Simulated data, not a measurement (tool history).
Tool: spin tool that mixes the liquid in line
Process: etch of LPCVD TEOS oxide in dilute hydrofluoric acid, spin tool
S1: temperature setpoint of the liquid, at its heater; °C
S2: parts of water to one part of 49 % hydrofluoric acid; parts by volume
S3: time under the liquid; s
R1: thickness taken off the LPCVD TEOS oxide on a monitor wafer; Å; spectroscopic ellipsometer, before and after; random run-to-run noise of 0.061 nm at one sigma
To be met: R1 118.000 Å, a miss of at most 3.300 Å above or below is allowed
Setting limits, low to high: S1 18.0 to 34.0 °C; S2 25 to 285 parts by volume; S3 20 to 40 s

run  hour    S1   S2  S3       R1
  1   0.0  26.0  155  40   85.685
  2   5.4  27.5  155  40   89.598
  3   7.3  29.0  150  40   98.964
  4  10.9  30.0  150  40  102.620
  5  16.0  30.0  105  40  155.900
  6  23.4  30.0  150  40  102.940
  7  28.7  31.0  150  40  106.750
  8  33.2  31.5  150  40  108.520
  9  39.4  31.5  150  40  108.640
 10  46.2  32.0  150  40  110.810
 11  46.9  32.5  150  40  112.570
 12  53.5  33.0  150  40  113.690

Pick the move, out of 4, that brings all results within their allowed miss; only one does.
  A  60.1  34.0  145  40   ?
  B  60.1  33.5  140  40   ?
  C  60.1  33.0  145  40   ?
  D  60.1  31.5  130  40   ?

move       R1
   A  123.220
   B  126.320
   C  119.000
   D  128.530
A: moves the result that the last run missed by most past its target, out the other side
B: moves the result that the last run missed by most past its target, out the other side
C: all results in spec
D: moves the result that the last run missed by most past its target, out the other side
Move C is the one to make.
